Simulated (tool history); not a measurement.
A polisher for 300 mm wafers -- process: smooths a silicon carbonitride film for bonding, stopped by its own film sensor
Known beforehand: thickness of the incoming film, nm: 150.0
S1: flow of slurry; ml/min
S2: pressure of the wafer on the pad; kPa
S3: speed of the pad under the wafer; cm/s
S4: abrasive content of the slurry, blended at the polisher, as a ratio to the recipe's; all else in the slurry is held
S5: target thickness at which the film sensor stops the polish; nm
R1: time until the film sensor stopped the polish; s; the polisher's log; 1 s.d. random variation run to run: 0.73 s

| run | hour | S1 | S2 | S3 | S4 | S5 | R1 |
|---|---|---|---|---|---|---|---|
| 1 | 0.0 | 235 | 17.2 | 114 | 1.0 | 122 | 91.827 |
| 2 | 5.2 | 290 | 17.2 | 114 | 1.0 | 122 | 89.123 |
| 3 | 11.4 | 290 | 17.2 | 114 | 0.8 | 122 | 102.870 |
| 4 | 15.4 | 290 | 17.2 | 114 | 0.8 | 121 | 105.100 |
| 5 | 18.9 | 290 | 18.6 | 116 | 0.8 | 121 | 98.597 |
| 6 | 22.4 | 290 | 19.3 | 118 | 0.8 | 121 | 93.042 |
| 7 | 30.6 | 290 | 20.0 | 120 | 0.8 | 121 | 87.896 |
| 8 | 32.0 | 290 | 20.0 | 120 | 0.8 | 121 | 89.685 |
| 9 | 34.8 | 290 | 20.7 | 122 | 0.8 | 121 | 86.539 |

The next listed run, before its measurement:
| 10 | 38.4 | 290 | 21.4 | 124 | 0.8 | 121 | ? |

{"run 10": {"R1": 80.157}}
